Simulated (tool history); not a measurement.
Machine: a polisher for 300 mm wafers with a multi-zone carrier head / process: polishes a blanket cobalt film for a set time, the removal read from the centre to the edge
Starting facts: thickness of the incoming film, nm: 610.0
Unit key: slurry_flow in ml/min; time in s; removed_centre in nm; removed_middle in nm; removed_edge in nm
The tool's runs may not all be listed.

run  hour  slurry_flow  centre_zone  middle_zone  edge_zone  time  removed_centre  removed_middle  removed_edge
  1   0.0          290         1.00         1.00       1.00    38          202.24          205.72        206.14
  2   8.2          260         1.00         1.00       1.00    38          203.14          201.57        198.41
  3  15.4          260         1.00         1.00       1.00    43          229.05          225.37        229.34
  4  19.3          295         1.00         1.00       1.00    43          226.13          228.60        227.54
  5  21.8          280         0.96         0.94       1.01    42          211.97          212.20        224.76
  6  30.1          280         0.96         0.94       1.05    42          216.88          213.65        229.52
  7  37.7          260         0.93         0.90       1.06    41          201.13          198.88        219.00

Run 8 is up next; what results do you expect?
  8  43.4          245         0.92         0.87       1.09    40               ?               ?             ?

Logged for run 8: removed_centre 194.72 nm, removed_middle 188.49 nm, removed_edge 220.54 nm.
